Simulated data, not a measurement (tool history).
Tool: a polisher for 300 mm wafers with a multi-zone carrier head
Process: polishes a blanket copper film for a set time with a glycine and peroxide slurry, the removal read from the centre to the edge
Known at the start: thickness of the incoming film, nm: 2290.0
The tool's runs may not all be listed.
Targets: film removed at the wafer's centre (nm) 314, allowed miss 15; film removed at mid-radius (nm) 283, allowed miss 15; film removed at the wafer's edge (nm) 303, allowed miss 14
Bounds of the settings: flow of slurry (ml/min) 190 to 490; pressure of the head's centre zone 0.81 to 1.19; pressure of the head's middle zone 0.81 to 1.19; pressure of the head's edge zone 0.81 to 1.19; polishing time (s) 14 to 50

run	hour	flow of slurry (ml/min)	pressure of the head's centre zone	pressure of the head's middle zone	pressure of the head's edge zone	polishing time (s)	film removed at the wafer's centre (nm)	film removed at mid-radius (nm)	film removed at the wafer's edge (nm)
1	0	315	1	1	1	32	211.42	207.31	215.43
2	6.1	350	1	1	1	32	216.14	209.69	216.51
3	10.3	350	1	0.96	1	32	215.31	195.82	213.73
4	19	350	1	0.96	1	37	246.27	232.68	251.07
5	19.7	350	1.02	0.97	1.01	38	263.86	238.88	254.99
6	23.6	390	1.02	0.97	1.01	38	265.26	238.14	265.29
7	30.3	395	1.03	0.99	1.02	39	274.35	245.18	263.93
8	37.3	395	1.03	0.99	1.02	39	269.39	250.96	270.9
9	42.5	395	1.04	0.99	1.02	40	280.05	256.41	271.62
10	46.5	395	1.04	0.99	1.02	41	291.19	265.83	278.47
11	52	400	1.04	0.99	1.02	42	300.87	274.37	281.58
12	53.9	405	1.04	0.99	1.03	42	296.29	273.74	283.95

4 next moves are on the table. One of them brings every result within its allowed miss. Which?
A	55.8	330	1	1.11	0.98	40	?	?	?
B	55.8	355	1.05	0.97	1.05	44	?	?	?
C	55.8	290	1.19	1.03	0.96	41	?	?	?
D	55.8	385	0.98	1	1.05	40	?	?	?

move	film removed at the wafer's centre (nm)	film removed at mid-radius (nm)	film removed at the wafer's edge (nm)
A	273.88	290.25	268.51
B	318.49	286.57	307.59
C	329.37	275.13	270.06
D	272.19	269.22	280.99
A: further off than the last run
B: meets every target
C: further off than the last run
D: further off than the last run
Answer: B
